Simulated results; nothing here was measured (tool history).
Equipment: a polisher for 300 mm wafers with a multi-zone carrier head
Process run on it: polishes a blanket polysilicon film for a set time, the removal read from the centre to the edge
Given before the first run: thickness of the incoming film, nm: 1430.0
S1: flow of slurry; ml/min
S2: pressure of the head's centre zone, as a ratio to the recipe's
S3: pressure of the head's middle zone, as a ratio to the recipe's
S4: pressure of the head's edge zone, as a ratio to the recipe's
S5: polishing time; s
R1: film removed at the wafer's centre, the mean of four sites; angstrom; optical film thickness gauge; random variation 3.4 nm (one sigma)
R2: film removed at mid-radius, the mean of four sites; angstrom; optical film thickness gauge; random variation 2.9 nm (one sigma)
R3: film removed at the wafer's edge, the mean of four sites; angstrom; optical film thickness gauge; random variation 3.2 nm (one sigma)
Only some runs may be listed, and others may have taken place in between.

run	hour	S1	S2	S3	S4	S5	R1	R2	R3
1	0	135	1	1	1	33	2031	2043.6	2043.1
2	8.1	145	1	1.04	1.01	34	2151.4	2237.6	2134.8
3	15.5	145	1	1.04	0.94	34	2171.3	2254.1	2040.4
4	16.8	150	1	1.06	0.96	35	2218.3	2330.2	2118.4
5	20.6	155	1	1.08	0.97	36	2318.2	2500.1	2211.3
6	22.6	160	1	1.09	0.98	36	2244.4	2476.9	2243.8

Run 7 has not been measured yet. What should we expect?
7	24.6	160	1.01	1.11	0.98	37	?	?	?

R1: 2347.4 angstrom
R2: 2578 angstrom
R3: 2348.1 angstrom
